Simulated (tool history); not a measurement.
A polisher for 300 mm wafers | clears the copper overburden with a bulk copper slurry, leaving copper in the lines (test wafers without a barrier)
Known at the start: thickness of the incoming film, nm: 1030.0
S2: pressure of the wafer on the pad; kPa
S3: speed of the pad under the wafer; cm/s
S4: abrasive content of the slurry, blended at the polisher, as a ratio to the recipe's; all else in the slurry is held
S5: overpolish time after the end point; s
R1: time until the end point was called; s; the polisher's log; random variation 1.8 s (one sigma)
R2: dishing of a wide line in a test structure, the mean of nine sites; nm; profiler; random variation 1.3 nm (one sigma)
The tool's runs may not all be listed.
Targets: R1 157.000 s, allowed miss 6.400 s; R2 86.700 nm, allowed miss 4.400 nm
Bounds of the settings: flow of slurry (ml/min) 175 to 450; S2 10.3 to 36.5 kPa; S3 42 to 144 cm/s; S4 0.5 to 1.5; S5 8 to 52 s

{"run": 1, "hour": 0.0, "flow of slurry (ml/min)": 290, "S2": 23.4, "S3": 92, "S4": 1.0, "S5": 26, "R1": 86.489, "R2": 99.457}
{"run": 2, "hour": 4.6, "flow of slurry (ml/min)": 290, "S2": 23.4, "S3": 106, "S4": 1.0, "S5": 26, "R1": 75.109, "R2": 104.5}
{"run": 3, "hour": 8.8, "flow of slurry (ml/min)": 290, "S2": 20.0, "S3": 102, "S4": 1.0, "S5": 29, "R1": 90.359, "R2": 98.962}
{"run": 4, "hour": 14.9, "flow of slurry (ml/min)": 290, "S2": 17.9, "S3": 98, "S4": 1.0, "S5": 32, "R1": 104.07, "R2": 97.856}
{"run": 5, "hour": 16.4, "flow of slurry (ml/min)": 290, "S2": 15.9, "S3": 96, "S4": 1.0, "S5": 33, "R1": 119.29, "R2": 90.637}
{"run": 6, "hour": 23.4, "flow of slurry (ml/min)": 315, "S2": 15.9, "S3": 96, "S4": 1.0, "S5": 33, "R1": 119.86, "R2": 91.395}
{"run": 7, "hour": 28.3, "flow of slurry (ml/min)": 315, "S2": 15.9, "S3": 96, "S4": 1.0, "S5": 33, "R1": 119.19, "R2": 90.809}
{"hour": 31.8, "done": "head pressure recalibrated"}
{"run": 8, "hour": 31.8, "flow of slurry (ml/min)": 315, "S2": 14.5, "S3": 96, "S4": 1.0, "S5": 35, "R1": 143.25, "R2": 85.637}
{"run": 9, "hour": 35.4, "flow of slurry (ml/min)": 320, "S2": 14.5, "S3": 96, "S4": 1.0, "S5": 36, "R1": 139.5, "R2": 86.284}
{"run": 10, "hour": 40.0, "flow of slurry (ml/min)": 320, "S2": 14.5, "S3": 96, "S4": 1.0, "S5": 37, "R1": 141.6, "R2": 87.018}

Which of these 5 next moves meets every target?
{"run": "A", "hour": 44.6, "flow of slurry (ml/min)": 310, "S2": 13.1, "S3": 94, "S4": 1.0, "S5": 44, "R1": "?", "R2": "?"}
{"run": "B", "hour": 44.6, "flow of slurry (ml/min)": 300, "S2": 13.1, "S3": 84, "S4": 1.1, "S5": 52, "R1": "?", "R2": "?"}
{"run": "C", "hour": 44.6, "flow of slurry (ml/min)": 385, "S2": 15.9, "S3": 96, "S4": 1.2, "S5": 29, "R1": "?", "R2": "?"}
{"run": "D", "hour": 44.6, "flow of slurry (ml/min)": 305, "S2": 15.2, "S3": 90, "S4": 1.1, "S5": 36, "R1": "?", "R2": "?"}
{"run": "E", "hour": 44.6, "flow of slurry (ml/min)": 285, "S2": 13.1, "S3": 112, "S4": 0.9, "S5": 39, "R1": "?", "R2": "?"}

move=A R1=158.520 R2=87.222
move=B R1=170.520 R2=89.244
move=C R1=122.210 R2=86.458
move=D R1=139.870 R2=88.056
move=E R1=141.030 R2=87.136
A: meets every target
B: takes the result that was furthest off past its target
C: further off than the last run
D: further off than the last run
E: as far off as the last run
The right move is A.

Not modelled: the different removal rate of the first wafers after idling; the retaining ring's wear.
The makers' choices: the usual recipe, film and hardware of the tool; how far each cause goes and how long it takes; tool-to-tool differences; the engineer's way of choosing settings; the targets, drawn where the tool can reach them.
